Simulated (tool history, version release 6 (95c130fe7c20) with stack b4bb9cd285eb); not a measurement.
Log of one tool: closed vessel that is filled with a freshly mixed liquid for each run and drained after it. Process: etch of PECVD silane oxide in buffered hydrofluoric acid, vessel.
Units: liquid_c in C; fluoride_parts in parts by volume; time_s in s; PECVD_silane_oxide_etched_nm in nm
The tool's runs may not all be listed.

run,hour,liquid_c,fluoride_parts,time_s,PECVD_silane_oxide_etched_nm
1,0.0,23.0,15.0,90,126.22
2,5.4,22.0,15.0,90,119.69
3,12.0,24.0,15.0,90,131.95
4,20.4,24.0,15.0,100,147.52
5,21.2,22.5,15.5,100,131.76
6,26.7,21.5,15.5,100,123.63
7,27.5,20.5,15.5,100,117.83
8,29.1,20.5,15.5,100,117.20

Run 9 comes next. What will it give?
9,30.8,20.0,15.5,100,?

{"run 9": {"PECVD_silane_oxide_etched_nm": 115.18}}
